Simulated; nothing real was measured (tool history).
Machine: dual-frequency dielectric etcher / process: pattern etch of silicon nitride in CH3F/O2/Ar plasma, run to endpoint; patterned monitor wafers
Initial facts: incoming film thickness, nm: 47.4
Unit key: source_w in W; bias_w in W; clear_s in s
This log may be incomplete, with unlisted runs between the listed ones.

run	day	source_w	bias_w	clear_s
1	0	360	91	60.467
2	0.267	360	75	64.276
3	0.508	350	74	65.354
4	0.562	340	73	66.877
5	0.921	390	73	62.031
6	0.992	380	72	62.908
7	1.021	370	71	63.96

What does the tool deliver on the next run?
8	1.333	360	70	?

{"run 8": {"clear_s": 65.131}}

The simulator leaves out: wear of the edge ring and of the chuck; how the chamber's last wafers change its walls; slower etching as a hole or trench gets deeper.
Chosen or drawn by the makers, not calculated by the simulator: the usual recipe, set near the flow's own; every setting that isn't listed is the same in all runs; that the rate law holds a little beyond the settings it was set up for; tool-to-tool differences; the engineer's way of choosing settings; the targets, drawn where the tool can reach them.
